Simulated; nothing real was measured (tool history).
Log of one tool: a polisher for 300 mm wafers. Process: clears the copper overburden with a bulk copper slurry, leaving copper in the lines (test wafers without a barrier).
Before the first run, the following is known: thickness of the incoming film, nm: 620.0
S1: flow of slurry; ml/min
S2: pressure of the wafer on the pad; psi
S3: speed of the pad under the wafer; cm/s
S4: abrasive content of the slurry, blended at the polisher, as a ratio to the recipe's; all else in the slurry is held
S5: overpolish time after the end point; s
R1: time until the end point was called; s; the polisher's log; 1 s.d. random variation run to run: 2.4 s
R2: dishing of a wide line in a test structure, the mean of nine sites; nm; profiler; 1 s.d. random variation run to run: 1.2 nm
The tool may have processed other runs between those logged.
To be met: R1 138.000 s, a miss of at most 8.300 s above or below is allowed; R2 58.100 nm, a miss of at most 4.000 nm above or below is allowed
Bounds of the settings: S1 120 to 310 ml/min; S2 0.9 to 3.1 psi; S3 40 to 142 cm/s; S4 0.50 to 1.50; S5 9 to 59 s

Run 1, day 0.000: S1 200 ml/min, S2 2.0 psi, S3 90 cm/s, S4 1.00, S5 30 s. Result: R1 96.581 s, R2 82.313 nm.
Run 2, day 0.204: S1 200 ml/min, S2 1.9 psi, S3 90 cm/s, S4 1.00, S5 29 s. Result: R1 103.570 s, R2 76.467 nm.
Run 3, day 0.254: S1 200 ml/min, S2 1.8 psi, S3 90 cm/s, S4 1.00, S5 28 s. Result: R1 109.390 s, R2 72.985 nm.
Run 4, day 0.425: S1 200 ml/min, S2 1.4 psi, S3 90 cm/s, S4 1.00, S5 28 s. Result: R1 123.930 s, R2 62.945 nm.
Run 5, day 0.675: S1 200 ml/min, S2 1.4 psi, S3 90 cm/s, S4 1.00, S5 34 s. Result: R1 127.070 s, R2 73.563 nm.
Run 6, day 1.021: S1 200 ml/min, S2 1.1 psi, S3 90 cm/s, S4 1.00, S5 34 s. Result: R1 142.860 s, R2 63.202 nm.
Run 7, day 1.354: S1 200 ml/min, S2 1.1 psi, S3 90 cm/s, S4 1.00, S5 33 s. Result: R1 148.970 s, R2 62.004 nm.
Run 8, day 1.700: S1 200 ml/min, S2 1.3 psi, S3 92 cm/s, S4 1.00, S5 25 s. Result: R1 131.250 s, R2 58.346 nm.

Which single option among these 4 for the next run brings every result within its allowed miss of target? Just one does.
Run A, day 2.046: S1 210 ml/min, S2 1.4 psi, S3 100 cm/s, S4 0.80, S5 22 s. Result: R1 ?, R2 ?.
Run B, day 2.046: S1 295 ml/min, S2 1.0 psi, S3 110 cm/s, S4 1.25, S5 19 s. Result: R1 ?, R2 ?.
Run C, day 2.046: S1 190 ml/min, S2 1.2 psi, S3 98 cm/s, S4 1.25, S5 23 s. Result: R1 ?, R2 ?.
Run D, day 2.046: S1 170 ml/min, S2 1.6 psi, S3 80 cm/s, S4 0.85, S5 25 s. Result: R1 ?, R2 ?.

move       R1      R2
   A  120.440  58.571
   B  115.320  53.189
   C  123.140  58.657
   D  140.190  58.280
A: lands further from the targets than the last run did
B: lands further from the targets than the last run did
C: lands further from the targets than the last run did
D: meets every target
Answer: D
